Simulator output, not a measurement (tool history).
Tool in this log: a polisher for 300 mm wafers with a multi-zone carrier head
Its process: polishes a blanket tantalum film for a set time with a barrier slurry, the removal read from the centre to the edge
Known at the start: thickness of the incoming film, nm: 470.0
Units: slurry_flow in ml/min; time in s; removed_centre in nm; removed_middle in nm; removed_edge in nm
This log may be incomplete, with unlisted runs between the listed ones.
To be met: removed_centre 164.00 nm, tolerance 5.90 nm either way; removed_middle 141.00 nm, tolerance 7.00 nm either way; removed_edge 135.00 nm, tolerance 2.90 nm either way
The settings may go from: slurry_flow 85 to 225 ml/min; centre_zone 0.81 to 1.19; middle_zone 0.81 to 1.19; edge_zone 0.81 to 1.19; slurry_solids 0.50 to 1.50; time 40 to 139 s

Run 1, hour 0.0: slurry_flow 145 ml/min, centre_zone 1.00, middle_zone 1.00, edge_zone 1.00, slurry_solids 1.00, time 89 s. Result: removed_centre 102.14 nm, removed_middle 107.51 nm, removed_edge 109.29 nm.
Run 2, hour 2.7: slurry_flow 165 ml/min, centre_zone 1.05, middle_zone 1.01, edge_zone 0.99, slurry_solids 1.15, time 90 s. Result: removed_centre 115.55 nm, removed_middle 118.27 nm, removed_edge 114.73 nm.
Run 3, hour 3.3: slurry_flow 165 ml/min, centre_zone 1.05, middle_zone 1.01, edge_zone 0.96, slurry_solids 1.15, time 90 s. Result: removed_centre 115.79 nm, removed_middle 116.60 nm, removed_edge 112.50 nm.
Run 4, hour 6.3: slurry_flow 165 ml/min, centre_zone 1.01, middle_zone 1.01, edge_zone 0.96, slurry_solids 1.15, time 90 s. Result: removed_centre 108.78 nm, removed_middle 118.24 nm, removed_edge 111.66 nm.
Run 5, hour 13.8: slurry_flow 175 ml/min, centre_zone 1.06, middle_zone 1.01, edge_zone 0.97, slurry_solids 1.25, time 91 s. Result: removed_centre 121.31 nm, removed_middle 121.21 nm, removed_edge 117.17 nm.
Run 6, hour 17.2: slurry_flow 185 ml/min, centre_zone 1.09, middle_zone 1.02, edge_zone 0.98, slurry_solids 1.30, time 92 s. Result: removed_centre 126.26 nm, removed_middle 123.46 nm, removed_edge 118.92 nm.
At hour 21.5: centre zone pressure recalibrated.
Run 7, hour 21.5: slurry_flow 190 ml/min, centre_zone 1.12, middle_zone 1.02, edge_zone 0.97, slurry_solids 1.35, time 95 s. Result: removed_centre 145.14 nm, removed_middle 127.18 nm, removed_edge 123.36 nm.
Run 8, hour 22.7: slurry_flow 195 ml/min, centre_zone 1.13, middle_zone 1.04, edge_zone 0.99, slurry_solids 1.40, time 96 s. Result: removed_centre 149.00 nm, removed_middle 132.97 nm, removed_edge 128.21 nm.
Run 9, hour 28.5: slurry_flow 200 ml/min, centre_zone 1.14, middle_zone 1.05, edge_zone 1.00, slurry_solids 1.45, time 96 s. Result: removed_centre 154.74 nm, removed_middle 137.43 nm, removed_edge 130.03 nm.
Run 10, hour 30.8: slurry_flow 220 ml/min, centre_zone 1.16, middle_zone 1.04, edge_zone 1.04, slurry_solids 1.50, time 96 s. Result: removed_centre 157.03 nm, removed_middle 137.95 nm, removed_edge 135.62 nm.

Consider the 5 candidate settings below. Which is the only one whose results all fall within their allowed miss of target?
Run A, hour 33.1: slurry_flow 225 ml/min, centre_zone 1.12, middle_zone 0.96, edge_zone 1.08, slurry_solids 1.35, time 94 s. Result: removed_centre ?, removed_middle ?, removed_edge ?.
Run B, hour 33.1: slurry_flow 225 ml/min, centre_zone 1.19, middle_zone 1.06, edge_zone 1.05, slurry_solids 1.50, time 96 s. Result: removed_centre ?, removed_middle ?, removed_edge ?.
Run C, hour 33.1: slurry_flow 210 ml/min, centre_zone 1.14, middle_zone 1.01, edge_zone 1.06, slurry_solids 1.40, time 95 s. Result: removed_centre ?, removed_middle ?, removed_edge ?.
Run D, hour 33.1: slurry_flow 225 ml/min, centre_zone 1.11, middle_zone 1.05, edge_zone 1.03, slurry_solids 1.35, time 96 s. Result: removed_centre ?, removed_middle ?, removed_edge ?.
Run E, hour 33.1: slurry_flow 220 ml/min, centre_zone 1.14, middle_zone 1.02, edge_zone 1.08, slurry_solids 1.40, time 100 s. Result: removed_centre ?, removed_middle ?, removed_edge ?.

move  removed_centre  removed_middle  removed_edge
   A          146.14          126.03        132.10
   B          161.54          142.37        135.18
   C          149.83          132.56        132.10
   D          148.00          138.85        131.62
   E          158.79          141.54        140.97
A: moves away from the targets compared with the last run
B: all results land within tolerance of their targets
C: moves away from the targets compared with the last run
D: moves away from the targets compared with the last run
E: brings the result that was furthest off to its target, and leaves another outside
So the answer is move B, the one that meets all the targets.

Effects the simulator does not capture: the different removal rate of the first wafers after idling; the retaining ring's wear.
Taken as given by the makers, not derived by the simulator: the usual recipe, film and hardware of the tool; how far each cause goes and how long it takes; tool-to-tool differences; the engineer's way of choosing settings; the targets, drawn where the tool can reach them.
